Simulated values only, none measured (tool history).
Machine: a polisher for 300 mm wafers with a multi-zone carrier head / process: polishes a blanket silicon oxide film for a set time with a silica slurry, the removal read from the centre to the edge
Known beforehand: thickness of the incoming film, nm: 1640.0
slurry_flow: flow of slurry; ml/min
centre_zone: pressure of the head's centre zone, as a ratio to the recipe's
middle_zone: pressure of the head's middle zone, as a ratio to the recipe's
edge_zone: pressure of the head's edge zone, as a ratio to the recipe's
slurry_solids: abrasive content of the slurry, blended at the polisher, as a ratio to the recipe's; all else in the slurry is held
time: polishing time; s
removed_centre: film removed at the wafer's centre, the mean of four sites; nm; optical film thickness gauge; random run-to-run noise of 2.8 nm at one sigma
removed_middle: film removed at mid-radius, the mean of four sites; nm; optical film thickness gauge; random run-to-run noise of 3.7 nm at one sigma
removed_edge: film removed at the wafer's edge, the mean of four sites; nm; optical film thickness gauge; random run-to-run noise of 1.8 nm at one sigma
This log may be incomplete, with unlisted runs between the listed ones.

run	day	slurry_flow	centre_zone	middle_zone	edge_zone	slurry_solids	time	removed_centre	removed_middle	removed_edge
1	0	240	1	1	1	1	80	308.84	319.66	326.73
2	0.046	240	1	1.08	1	1	80	310.2	333.88	324.05
3	0.358	205	1	1.08	1	1	80	301.86	323.03	320.25
4	0.6	190	0.98	1.05	0.98	0.95	80	281.49	305.44	302.59
5	0.646	180	0.96	1.01	0.97	0.95	80	274.95	296.75	304.16
6	0.838	180	0.99	1.01	0.97	0.95	80	283.11	294.01	303.08
7	1.029	170	0.97	0.99	0.95	0.95	80	271.05	288.16	298.98
8	1.383	165	0.96	0.97	0.93	0.95	80	271.06	282.78	292.61
9	1.479	160	0.94	0.95	0.92	0.95	80	262.57	282.03	290.74
10	1.592	155	0.93	0.93	0.91	0.95	80	259.35	268.33	287.83
11	1.867	155	0.91	0.93	0.9	0.95	80	250.89	270.67	285.25
12	1.917	155	0.9	0.92	0.89	0.95	80	247.95	265.89	283.29
13	2.017	155	0.89	0.92	0.88	0.95	80	252.44	267.16	286.18
14	2.258	155	0.88	0.92	0.87	0.95	80	247.56	280.47	283.96
15	2.404	155	0.88	0.91	0.87	0.95	80	245.45	265.3	282.37
16	2.65	155	0.87	0.91	0.86	0.95	80	241.91	267.33	280.23
17	2.879	155	0.87	0.9	0.86	0.95	80	238.81	257.72	279.2
# day 2.929: centre zone pressure recalibrated
18	2.929	155	0.87	0.9	0.85	0.95	80	255.65	266.29	277.56

Expected results for the next run?
19	3.133	155	0.86	0.9	0.85	0.95	80	?	?	?

{"run 19": {"removed_centre": 258.92, "removed_middle": 264.44, "removed_edge": 280.26}}
